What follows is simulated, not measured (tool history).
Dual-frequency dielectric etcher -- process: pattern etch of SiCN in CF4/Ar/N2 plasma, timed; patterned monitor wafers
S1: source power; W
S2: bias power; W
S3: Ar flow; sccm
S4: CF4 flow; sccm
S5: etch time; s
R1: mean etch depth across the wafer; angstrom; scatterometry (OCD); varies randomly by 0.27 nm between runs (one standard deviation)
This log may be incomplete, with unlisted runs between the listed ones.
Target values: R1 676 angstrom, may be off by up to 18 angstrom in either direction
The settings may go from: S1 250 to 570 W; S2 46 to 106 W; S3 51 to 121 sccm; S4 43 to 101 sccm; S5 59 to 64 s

Run 1, hour 0: S1 410 W, S2 76 W, S3 86 sccm, S4 72 sccm, S5 64 s. Result: R1 575 angstrom.
Run 2, hour 5.2: S1 420 W, S2 76 W, S3 86 sccm, S4 72 sccm, S5 64 s. Result: R1 582.62 angstrom.
Run 3, hour 10.7: S1 420 W, S2 76 W, S3 86 sccm, S4 62 sccm, S5 64 s. Result: R1 565.46 angstrom.
Run 4, hour 16.4: S1 420 W, S2 76 W, S3 86 sccm, S4 50 sccm, S5 64 s. Result: R1 537.23 angstrom.
Run 5, hour 23.4: S1 420 W, S2 76 W, S3 86 sccm, S4 43 sccm, S5 64 s. Result: R1 510.61 angstrom.
Run 6, hour 26.2: S1 440 W, S2 77 W, S3 86 sccm, S4 43 sccm, S5 64 s. Result: R1 535.24 angstrom.
Run 7, hour 32.6: S1 520 W, S2 80 W, S3 85 sccm, S4 44 sccm, S5 64 s. Result: R1 623.33 angstrom.
Run 8, hour 38.9: S1 530 W, S2 80 W, S3 85 sccm, S4 44 sccm, S5 64 s. Result: R1 629.16 angstrom.
Run 9, hour 43: S1 540 W, S2 80 W, S3 85 sccm, S4 44 sccm, S5 64 s. Result: R1 639.71 angstrom.

Of the 4 settings listed for the next run, only one would bring every result within its allowed miss of target. Which one?
Run A, hour 47.1: S1 480 W, S2 91 W, S3 77 sccm, S4 45 sccm, S5 64 s. Result: R1 ?.
Run B, hour 47.1: S1 570 W, S2 90 W, S3 92 sccm, S4 43 sccm, S5 64 s. Result: R1 ?.
Run C, hour 47.1: S1 540 W, S2 86 W, S3 89 sccm, S4 44 sccm, S5 61.5 s. Result: R1 ?.
Run D, hour 47.1: S1 520 W, S2 82 W, S3 81 sccm, S4 43 sccm, S5 64 s. Result: R1 ?.

move      R1
   A  631.79
   B  680.45
   C  624.99
   D  628.75
A: further off than the last run
B: every result lands within tolerance
C: further off than the last run
D: further off than the last run
Go with B: it meets all targets.

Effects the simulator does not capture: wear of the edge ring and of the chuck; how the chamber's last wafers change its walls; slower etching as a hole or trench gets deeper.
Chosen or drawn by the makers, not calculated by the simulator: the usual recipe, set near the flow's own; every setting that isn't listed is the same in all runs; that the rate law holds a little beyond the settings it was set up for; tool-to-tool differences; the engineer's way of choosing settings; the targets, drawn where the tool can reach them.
